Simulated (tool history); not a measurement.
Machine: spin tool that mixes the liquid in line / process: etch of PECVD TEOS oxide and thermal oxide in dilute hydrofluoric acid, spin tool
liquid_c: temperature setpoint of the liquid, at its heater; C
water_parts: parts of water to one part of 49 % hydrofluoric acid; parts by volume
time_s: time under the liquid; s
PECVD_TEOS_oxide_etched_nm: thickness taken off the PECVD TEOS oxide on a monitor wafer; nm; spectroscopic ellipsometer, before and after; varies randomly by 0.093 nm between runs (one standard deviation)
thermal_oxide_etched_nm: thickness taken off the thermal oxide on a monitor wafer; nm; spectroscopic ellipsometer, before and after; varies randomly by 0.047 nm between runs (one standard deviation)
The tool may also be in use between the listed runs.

Run 1, hour 0.0: liquid_c 24.0 C, water_parts 195 parts by volume, time_s 115 s. Result: PECVD_TEOS_oxide_etched_nm 6.7976 nm, thermal_oxide_etched_nm 2.3900 nm.
Run 2, hour 8.3: liquid_c 24.0 C, water_parts 245 parts by volume, time_s 115 s. Result: PECVD_TEOS_oxide_etched_nm 5.0869 nm, thermal_oxide_etched_nm 1.7724 nm.
Run 3, hour 12.8: liquid_c 25.0 C, water_parts 230 parts by volume, time_s 115 s. Result: PECVD_TEOS_oxide_etched_nm 5.7296 nm, thermal_oxide_etched_nm 2.0183 nm.
Run 4, hour 16.0: liquid_c 26.0 C, water_parts 220 parts by volume, time_s 115 s. Result: PECVD_TEOS_oxide_etched_nm 6.3227 nm, thermal_oxide_etched_nm 2.1650 nm.
At hour 17.5: hydrofluoric acid flow meter replaced.
Run 5, hour 17.5: liquid_c 26.0 C, water_parts 205 parts by volume, time_s 115 s. Result: PECVD_TEOS_oxide_etched_nm 7.4423 nm, thermal_oxide_etched_nm 2.5814 nm.
Run 6, hour 25.6: liquid_c 26.0 C, water_parts 235 parts by volume, time_s 115 s. Result: PECVD_TEOS_oxide_etched_nm 6.2839 nm, thermal_oxide_etched_nm 2.1518 nm.
Run 7, hour 28.5: liquid_c 27.0 C, water_parts 230 parts by volume, time_s 115 s. Result: PECVD_TEOS_oxide_etched_nm 6.7231 nm, thermal_oxide_etched_nm 2.3527 nm.
Run 8, hour 32.4: liquid_c 28.0 C, water_parts 225 parts by volume, time_s 115 s. Result: PECVD_TEOS_oxide_etched_nm 7.1402 nm, thermal_oxide_etched_nm 2.4446 nm.
Run 9, hour 38.7: liquid_c 28.5 C, water_parts 220 parts by volume, time_s 115 s. Result: PECVD_TEOS_oxide_etched_nm 7.4628 nm, thermal_oxide_etched_nm 2.6159 nm.
Run 10, hour 42.5: liquid_c 29.0 C, water_parts 215 parts by volume, time_s 115 s. Result: PECVD_TEOS_oxide_etched_nm 7.7768 nm, thermal_oxide_etched_nm 2.6736 nm.

What does the tool deliver on the next run?
Run 11, hour 48.3: liquid_c 29.5 C, water_parts 210 parts by volume, time_s 115 s. Result: PECVD_TEOS_oxide_etched_nm ?, thermal_oxide_etched_nm ?.

Run 11 yielded PECVD_TEOS_oxide_etched_nm 8.1674 nm, thermal_oxide_etched_nm 2.8410 nm.
